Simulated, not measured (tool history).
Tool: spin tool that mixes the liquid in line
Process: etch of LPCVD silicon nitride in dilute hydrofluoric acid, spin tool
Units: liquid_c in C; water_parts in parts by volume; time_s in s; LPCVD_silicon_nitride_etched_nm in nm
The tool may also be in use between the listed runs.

| run | hour | liquid_c | water_parts | time_s | LPCVD_silicon_nitride_etched_nm |
|---|---|---|---|---|---|
| 1 | 0 | 24 | 40 | 75 | 1.1139 |
| 2 | 7.2 | 22.5 | 45 | 75 | 0.88961 |
| 3 | 10.2 | 24.5 | 45 | 75 | 1.0223 |
| 4 | 11.1 | 22.5 | 45 | 75 | 0.89843 |
| 5 | 13.1 | 20 | 45 | 75 | 0.76126 |
| 6 | 15.2 | 20 | 40 | 75 | 0.85846 |
| 7 | 21.5 | 19.5 | 45 | 75 | 0.72599 |
| 8 | 26.1 | 19.5 | 45 | 75 | 0.71851 |
| 9 | 34.8 | 19 | 45 | 75 | 0.71237 |
| 10 | 42.6 | 18.5 | 45 | 75 | 0.66617 |
| 11 | 45.1 | 18 | 45 | 75 | 0.65172 |
| 12 | 46.4 | 18 | 45 | 75 | 0.65969 |
| 13 | 51.2 | 17.5 | 50 | 75 | 0.56892 |
| 14 | 53.1 | 17 | 50 | 75 | 0.55432 |

Forecast run 15:
| 15 | 58.2 | 17 | 55 | 75 | ? |

Run 15 gave LPCVD_silicon_nitride_etched_nm 0.49891 nm.
